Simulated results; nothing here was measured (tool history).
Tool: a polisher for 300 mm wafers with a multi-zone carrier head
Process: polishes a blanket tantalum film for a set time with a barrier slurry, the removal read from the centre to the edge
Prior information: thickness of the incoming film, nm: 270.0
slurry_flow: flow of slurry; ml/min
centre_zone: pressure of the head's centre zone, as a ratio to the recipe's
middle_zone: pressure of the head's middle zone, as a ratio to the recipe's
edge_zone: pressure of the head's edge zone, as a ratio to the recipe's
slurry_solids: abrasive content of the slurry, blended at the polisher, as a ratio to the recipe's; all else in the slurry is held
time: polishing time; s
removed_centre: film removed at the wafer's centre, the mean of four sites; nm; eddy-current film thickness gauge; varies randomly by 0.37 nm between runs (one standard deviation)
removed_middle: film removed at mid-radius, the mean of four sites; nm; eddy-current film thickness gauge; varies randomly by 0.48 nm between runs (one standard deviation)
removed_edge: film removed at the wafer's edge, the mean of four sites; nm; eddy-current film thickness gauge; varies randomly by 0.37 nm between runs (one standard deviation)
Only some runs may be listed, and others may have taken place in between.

run  hour  slurry_flow  centre_zone  middle_zone  edge_zone  slurry_solids  time  removed_centre  removed_middle  removed_edge
  1     0          280            1            1          1              1    54          82.162          81.639        82.755
  2   2.5          280         0.95            1          1              1    54          78.306          82.623        81.989
  3   3.8          280         0.95            1          1            0.9    54          74.055          78.451        79.051
  4  10.3          305         1.01         0.99       0.95            0.8    50          70.269          69.653        68.367
  5  19.2          315         1.04         0.96       0.91            0.7    49          65.602          62.594        60.389
  6  24.2          305         1.05         0.92       0.88            0.7    49          65.803          58.422        59.652
  7  30.4          310         1.06         0.91       0.86           0.65    49           64.84          56.376        56.653
  8  35.1          270         1.06         0.87       0.81           0.55    49          55.879          47.676        48.042
  9  36.4          295         1.06         0.87       0.81           0.55    49           55.42          47.981        48.403

Predict the results of run 10:
 10  44.1          320         1.08         0.88       0.82           0.55    49               ?               ?             ?

Run 10 measured removed_centre 57.224 nm, removed_middle 48.932 nm, removed_edge 48.624 nm.
